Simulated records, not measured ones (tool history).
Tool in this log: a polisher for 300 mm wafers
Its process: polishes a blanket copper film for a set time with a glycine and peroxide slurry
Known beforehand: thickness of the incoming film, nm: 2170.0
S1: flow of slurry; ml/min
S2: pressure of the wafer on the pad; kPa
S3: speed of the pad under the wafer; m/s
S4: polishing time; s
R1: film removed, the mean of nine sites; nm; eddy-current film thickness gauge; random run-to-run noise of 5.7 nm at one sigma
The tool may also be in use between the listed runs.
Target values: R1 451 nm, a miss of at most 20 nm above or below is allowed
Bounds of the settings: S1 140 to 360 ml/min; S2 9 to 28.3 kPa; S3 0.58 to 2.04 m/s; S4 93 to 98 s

Run 1, hour 0: S1 230 ml/min, S2 18.6 kPa, S3 1.3 m/s, S4 93 s. Result: R1 624.15 nm.
Run 2, hour 8.4: S1 285 ml/min, S2 18.6 kPa, S3 1.3 m/s, S4 93 s. Result: R1 659.04 nm.
Run 3, hour 12.9: S1 285 ml/min, S2 18.6 kPa, S3 1.3 m/s, S4 93 s. Result: R1 653.17 nm.
Run 4, hour 15.9: S1 285 ml/min, S2 17.9 kPa, S3 1.3 m/s, S4 93 s. Result: R1 637.98 nm.
Run 5, hour 19.5: S1 280 ml/min, S2 17.2 kPa, S3 1.3 m/s, S4 93 s. Result: R1 615.72 nm.
Run 6, hour 22.2: S1 275 ml/min, S2 16.5 kPa, S3 1.3 m/s, S4 93 s. Result: R1 585.48 nm.
Run 7, hour 25.7: S1 270 ml/min, S2 15.9 kPa, S3 1.3 m/s, S4 93 s. Result: R1 573.51 nm.
Run 8, hour 28.8: S1 270 ml/min, S2 11 kPa, S3 1.24 m/s, S4 93 s. Result: R1 418.36 nm.

Below are 5 possible settings for the next run. Only one of them brings all results inside the allowed miss of their targets. Which is it?
Run A, hour 31.9: S1 280 ml/min, S2 9.7 kPa, S3 1.3 m/s, S4 98 s. Result: R1 ?.
Run B, hour 31.9: S1 305 ml/min, S2 9.7 kPa, S3 1.22 m/s, S4 98 s. Result: R1 ?.
Run C, hour 31.9: S1 290 ml/min, S2 12.4 kPa, S3 1.2 m/s, S4 95 s. Result: R1 ?.
Run D, hour 31.9: S1 215 ml/min, S2 10.3 kPa, S3 1.22 m/s, S4 93 s. Result: R1 ?.
Run E, hour 31.9: S1 230 ml/min, S2 10.3 kPa, S3 1.16 m/s, S4 95 s. Result: R1 ?.

move      R1
   A     419
   B  402.47
   C  459.85
   D  387.39
   E  383.81
A: about as far from the targets as the last run
B: further off than the last run
C: all results land within tolerance of their targets
D: further off than the last run
E: further off than the last run
Go with C: it meets all targets.
